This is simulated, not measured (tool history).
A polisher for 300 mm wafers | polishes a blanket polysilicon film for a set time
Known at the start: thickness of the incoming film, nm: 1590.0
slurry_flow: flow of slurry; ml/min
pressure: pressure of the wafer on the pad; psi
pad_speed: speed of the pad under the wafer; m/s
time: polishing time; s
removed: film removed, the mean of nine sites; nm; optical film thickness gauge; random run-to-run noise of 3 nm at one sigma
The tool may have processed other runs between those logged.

{"run": 1, "hour": 0.0, "slurry_flow": 290, "pressure": 1.9, "pad_speed": 1.24, "time": 30, "removed": 247.2}
{"run": 2, "hour": 6.8, "slurry_flow": 290, "pressure": 2, "pad_speed": 1.24, "time": 30, "removed": 253.3}
{"run": 3, "hour": 7.9, "slurry_flow": 315, "pressure": 2, "pad_speed": 1.24, "time": 30, "removed": 259.43}
{"run": 4, "hour": 10.9, "slurry_flow": 315, "pressure": 2, "pad_speed": 1.24, "time": 27, "removed": 234.24}
{"run": 5, "hour": 14.5, "slurry_flow": 315, "pressure": 2.2, "pad_speed": 1.24, "time": 27, "removed": 249.92}
{"run": 6, "hour": 17.6, "slurry_flow": 350, "pressure": 2.2, "pad_speed": 1.24, "time": 27, "removed": 250.66}
{"run": 7, "hour": 21.2, "slurry_flow": 350, "pressure": 2.4, "pad_speed": 1.26, "time": 27, "removed": 269.03}
{"hour": 27.8, "done": "head pressure recalibrated"}
{"run": 8, "hour": 27.8, "slurry_flow": 350, "pressure": 2.5, "pad_speed": 1.28, "time": 27, "removed": 271.97}

Run 9 is up next; what results do you expect?
{"run": 9, "hour": 29.5, "slurry_flow": 350, "pressure": 2.6, "pad_speed": 1.32, "time": 27, "removed": "?"}

{"run 9": {"removed": 284.37}}
